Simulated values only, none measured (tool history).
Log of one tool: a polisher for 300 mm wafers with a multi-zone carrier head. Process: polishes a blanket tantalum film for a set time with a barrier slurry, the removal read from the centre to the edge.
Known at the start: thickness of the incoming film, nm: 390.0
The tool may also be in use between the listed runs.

run,hour,flow of slurry (ml/min),pressure of the head's centre zone,pressure of the head's middle zone,pressure of the head's edge zone,abrasive content of the slurry,polishing time (s),film removed at the wafer's centre (angstrom),film removed at mid-radius (angstrom),film removed at the wafer's edge (angstrom)
1,0.0,250,1.00,1.00,1.00,1.00,40,755.00,760.89,774.28
2,6.5,250,1.05,1.00,1.00,1.00,40,794.14,760.07,764.84
3,8.5,250,1.06,1.00,0.98,0.90,39,757.56,729.14,727.80
4,9.7,250,1.06,1.00,1.05,0.90,39,763.54,723.43,753.63
5,12.6,250,1.07,1.00,1.02,0.85,38,741.35,688.02,702.28
6,13.5,250,1.13,1.00,1.02,0.85,38,783.83,695.08,704.02
7,17.5,250,1.13,1.00,0.99,0.80,37,746.74,662.08,655.41
8,25.3,230,1.05,0.94,0.89,0.55,35,569.18,515.74,527.53

The next listed run, before its measurement:
9,30.8,230,1.05,0.94,0.89,0.55,35,?,?,?

{"run 9": {"film removed at the wafer's centre (angstrom)": 574.01, "film removed at mid-radius (angstrom)": 511.23, "film removed at the wafer's edge (angstrom)": 517.25}}

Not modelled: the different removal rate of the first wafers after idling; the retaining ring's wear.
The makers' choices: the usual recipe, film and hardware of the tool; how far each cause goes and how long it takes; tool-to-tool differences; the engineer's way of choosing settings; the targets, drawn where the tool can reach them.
